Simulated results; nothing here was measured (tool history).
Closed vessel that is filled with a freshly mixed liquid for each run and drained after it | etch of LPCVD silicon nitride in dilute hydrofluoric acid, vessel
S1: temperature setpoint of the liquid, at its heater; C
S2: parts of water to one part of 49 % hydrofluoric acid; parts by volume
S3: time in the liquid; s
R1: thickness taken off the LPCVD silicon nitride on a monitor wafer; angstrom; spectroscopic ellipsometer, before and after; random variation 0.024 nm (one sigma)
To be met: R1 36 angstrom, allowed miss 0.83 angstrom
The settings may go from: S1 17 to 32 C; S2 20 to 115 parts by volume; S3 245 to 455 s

run	hour	S1	S2	S3	R1
1	0	24	65	455	27.408
2	5.9	24	65	455	28.252
3	9.1	24	65	455	28.175
4	13.3	24	45	455	40.467
5	19.2	24	45	245	21.532
6	28.9	25.5	45	245	24.04
# hour 34.6: hydrofluoric acid flow meter replaced
7	34.6	25	40	250	29.029
8	39.8	25.5	40	250	30.306

4 next moves are on the table. One of them brings every result within its allowed miss. Which?
A	45	26	35	245	?
B	45	25.5	35	245	?
C	45	25.5	60	440	?
D	45	26	50	245	?

move	R1
A	35.004
B	33.849
C	35.861
D	24.696
A: nearer than the last run, and not there yet
B: nearer than the last run, and not there yet
C: meets every target
D: further off than the last run
Move C is the one to make.

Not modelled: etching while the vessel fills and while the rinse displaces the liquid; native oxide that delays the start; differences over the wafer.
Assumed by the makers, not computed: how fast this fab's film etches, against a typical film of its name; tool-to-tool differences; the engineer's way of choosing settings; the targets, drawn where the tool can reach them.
